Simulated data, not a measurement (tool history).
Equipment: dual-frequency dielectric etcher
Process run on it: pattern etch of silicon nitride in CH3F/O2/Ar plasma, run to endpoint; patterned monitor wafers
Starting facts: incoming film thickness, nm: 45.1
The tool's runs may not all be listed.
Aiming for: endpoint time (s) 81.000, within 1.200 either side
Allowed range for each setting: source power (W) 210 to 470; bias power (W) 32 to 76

{"run": 1, "hour": 0.0, "source power (W)": 340, "bias power (W)": 54, "endpoint time (s)": 74.85}
{"run": 2, "hour": 5.1, "source power (W)": 330, "bias power (W)": 54, "endpoint time (s)": 75.383}
{"run": 3, "hour": 7.0, "source power (W)": 330, "bias power (W)": 62, "endpoint time (s)": 71.036}
{"run": 4, "hour": 12.3, "source power (W)": 310, "bias power (W)": 62, "endpoint time (s)": 72.878}
{"run": 5, "hour": 17.8, "source power (W)": 290, "bias power (W)": 62, "endpoint time (s)": 73.305}
{"run": 6, "hour": 23.5, "source power (W)": 290, "bias power (W)": 53, "endpoint time (s)": 78.334}
{"run": 7, "hour": 25.5, "source power (W)": 280, "bias power (W)": 53, "endpoint time (s)": 78.152}
{"run": 8, "hour": 29.0, "source power (W)": 270, "bias power (W)": 53, "endpoint time (s)": 79.254}

Which one of the following 4 next-run settings gets every result inside its allowed miss? There is exactly one.
{"run": "A", "hour": 32.5, "source power (W)": 290, "bias power (W)": 48, "endpoint time (s)": "?"}
{"run": "B", "hour": 32.5, "source power (W)": 250, "bias power (W)": 60, "endpoint time (s)": "?"}
{"run": "C", "hour": 32.5, "source power (W)": 270, "bias power (W)": 57, "endpoint time (s)": "?"}
{"run": "D", "hour": 32.5, "source power (W)": 290, "bias power (W)": 55, "endpoint time (s)": "?"}

move=A endpoint_time_(s)=81.007
move=B endpoint_time_(s)=77.042
move=C endpoint_time_(s)=77.280
move=D endpoint_time_(s)=77.104
A: every result lands within tolerance
B: further off than the last run
C: further off than the last run
D: further off than the last run
Go with A: it meets all targets.

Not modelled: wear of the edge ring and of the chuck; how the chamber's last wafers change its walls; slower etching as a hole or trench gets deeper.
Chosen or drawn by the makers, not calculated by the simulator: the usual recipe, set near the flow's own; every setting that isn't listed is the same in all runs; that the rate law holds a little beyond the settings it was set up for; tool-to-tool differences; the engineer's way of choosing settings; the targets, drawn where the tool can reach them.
